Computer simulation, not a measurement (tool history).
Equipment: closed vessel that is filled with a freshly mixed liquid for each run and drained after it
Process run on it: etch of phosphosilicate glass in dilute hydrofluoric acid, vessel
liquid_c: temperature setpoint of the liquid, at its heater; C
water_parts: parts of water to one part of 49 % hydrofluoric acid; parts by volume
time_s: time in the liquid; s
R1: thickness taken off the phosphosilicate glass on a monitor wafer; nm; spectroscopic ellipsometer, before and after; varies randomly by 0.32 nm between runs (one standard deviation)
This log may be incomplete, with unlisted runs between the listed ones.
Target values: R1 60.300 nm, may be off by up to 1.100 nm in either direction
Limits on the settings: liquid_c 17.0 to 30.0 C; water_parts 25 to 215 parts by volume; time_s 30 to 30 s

Run 1, hour 0.0: liquid_c 22.0 C, water_parts 120 parts by volume, time_s 30 s. Result: R1 30.571 nm.
Run 2, hour 4.5: liquid_c 22.0 C, water_parts 120 parts by volume, time_s 30 s. Result: R1 30.385 nm.
Run 3, hour 13.1: liquid_c 20.0 C, water_parts 120 parts by volume, time_s 30 s. Result: R1 28.353 nm.
Run 4, hour 16.6: liquid_c 23.0 C, water_parts 105 parts by volume, time_s 30 s. Result: R1 37.402 nm.
Run 5, hour 24.6: liquid_c 25.5 C, water_parts 100 parts by volume, time_s 30 s. Result: R1 42.850 nm.
Run 6, hour 28.2: liquid_c 27.0 C, water_parts 95 parts by volume, time_s 30 s. Result: R1 48.822 nm.
Run 7, hour 29.0: liquid_c 28.0 C, water_parts 90 parts by volume, time_s 30 s. Result: R1 53.609 nm.
Run 8, hour 30.8: liquid_c 28.0 C, water_parts 90 parts by volume, time_s 30 s. Result: R1 53.328 nm.
Run 9, hour 36.7: liquid_c 30.0 C, water_parts 85 parts by volume, time_s 30 s. Result: R1 60.933 nm.
Run 10, hour 41.6: liquid_c 30.0 C, water_parts 85 parts by volume, time_s 30 s. Result: R1 61.513 nm.
Run 11, hour 47.0: liquid_c 30.0 C, water_parts 85 parts by volume, time_s 30 s. Result: R1 61.829 nm.

Exercise: of the 4 proposed moves below, exactly one satisfies all targets within the stated allowed misses. Which move is it?
Run A, hour 52.4: liquid_c 30.0 C, water_parts 80 parts by volume, time_s 30 s. Result: R1 ?.
Run B, hour 52.4: liquid_c 29.5 C, water_parts 80 parts by volume, time_s 30 s. Result: R1 ?.
Run C, hour 52.4: liquid_c 25.0 C, water_parts 70 parts by volume, time_s 30 s. Result: R1 ?.
Run D, hour 52.4: liquid_c 26.0 C, water_parts 75 parts by volume, time_s 30 s. Result: R1 ?.

move      R1
   A  65.721
   B  64.476
   C  62.614
   D  60.417
A: further off than the last run
B: further off than the last run
C: further off than the last run
D: all results land within tolerance of their targets
The move that meets every target is D.

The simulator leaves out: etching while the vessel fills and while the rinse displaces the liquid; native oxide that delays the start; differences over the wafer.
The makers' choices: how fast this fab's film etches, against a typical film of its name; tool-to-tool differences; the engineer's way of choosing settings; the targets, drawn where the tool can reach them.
